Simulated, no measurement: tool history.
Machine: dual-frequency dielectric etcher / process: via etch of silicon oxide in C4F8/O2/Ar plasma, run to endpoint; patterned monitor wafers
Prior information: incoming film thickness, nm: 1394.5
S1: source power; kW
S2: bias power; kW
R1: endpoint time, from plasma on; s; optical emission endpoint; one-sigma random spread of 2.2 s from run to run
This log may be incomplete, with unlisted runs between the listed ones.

run,hour,S1,S2,R1
1,0,2.16,1.829,302.96
2,9.1,2.16,2.087,291.96
3,9.8,2.16,2.379,282.99
4,16.2,2.5,2.379,260.32
5,18.2,2.5,2.236,265.53
6,26.8,2.16,2.096,293.62

Forecast run 7:
7,33.2,1.92,2.01,?

Run 7 measured R1 317.17 s.
